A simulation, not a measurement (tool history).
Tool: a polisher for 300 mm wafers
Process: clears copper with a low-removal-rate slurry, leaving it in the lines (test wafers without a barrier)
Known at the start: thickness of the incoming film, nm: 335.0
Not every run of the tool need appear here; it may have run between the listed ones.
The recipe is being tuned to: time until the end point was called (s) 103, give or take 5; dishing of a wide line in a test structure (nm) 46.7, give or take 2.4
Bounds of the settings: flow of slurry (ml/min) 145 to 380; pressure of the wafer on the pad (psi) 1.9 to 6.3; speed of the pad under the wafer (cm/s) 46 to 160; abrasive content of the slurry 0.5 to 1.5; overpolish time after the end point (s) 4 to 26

| run | hour | flow of slurry (ml/min) | pressure of the wafer on the pad (psi) | speed of the pad under the wafer (cm/s) | abrasive content of the slurry | overpolish time after the end point (s) | time until the end point was called (s) | dishing of a wide line in a test structure (nm) |
|---|---|---|---|---|---|---|---|---|
| 1 | 0 | 245 | 4.1 | 102 | 1 | 13 | 76.034 | 37.225 |
| 2 | 6.4 | 245 | 4.1 | 124 | 1 | 13 | 62.125 | 44.103 |
| 3 | 10.4 | 245 | 4.1 | 136 | 1 | 13 | 57.582 | 46.682 |
| 4 | 13.5 | 245 | 4.6 | 136 | 1 | 13 | 52.555 | 52.302 |
| 5 | 21.3 | 245 | 4.6 | 114 | 1 | 13 | 63.022 | 44.099 |
| 6 | 22.1 | 245 | 4.1 | 112 | 1 | 15 | 68.78 | 45.748 |
| 7 | 27.3 | 245 | 3.7 | 110 | 1 | 16 | 75.961 | 46.251 |
| 8 | 33.4 | 245 | 3.4 | 110 | 1 | 17 | 77.843 | 44.164 |
| 9 | 35.7 | 235 | 2.3 | 90 | 1 | 23 | 118.77 | 41.039 |
| 10 | 37.9 | 235 | 2.4 | 90 | 1 | 23 | 116.13 | 41.344 |

Consider the 5 candidate settings below. Which is the only one whose results all fall within their allowed miss of target?
| A | 40.1 | 230 | 2.1 | 108 | 1.05 | 24 | ? | ? |
| B | 40.1 | 240 | 2.2 | 118 | 1.25 | 20 | ? | ? |
| C | 40.1 | 210 | 3.2 | 102 | 1 | 23 | ? | ? |
| D | 40.1 | 275 | 2.4 | 100 | 1.05 | 26 | ? | ? |
| E | 40.1 | 220 | 3.6 | 98 | 0.85 | 20 | ? | ? |

| move | time until the end point was called (s) | dishing of a wide line in a test structure (nm) |
|---|---|---|
| A | 100.99 | 47.174 |
| B | 86.635 | 46.22 |
| C | 87.64 | 51.816 |
| D | 100.44 | 50.618 |
| E | 87.969 | 46.586 |
A: all results in spec
B: takes the biggest miss from the last run beyond its target
C: takes the biggest miss from the last run beyond its target
D: corrects the largest miss of the last run, while another result sits out of spec
E: takes the biggest miss from the last run beyond its target
So the answer is move A, the one that meets all the targets.
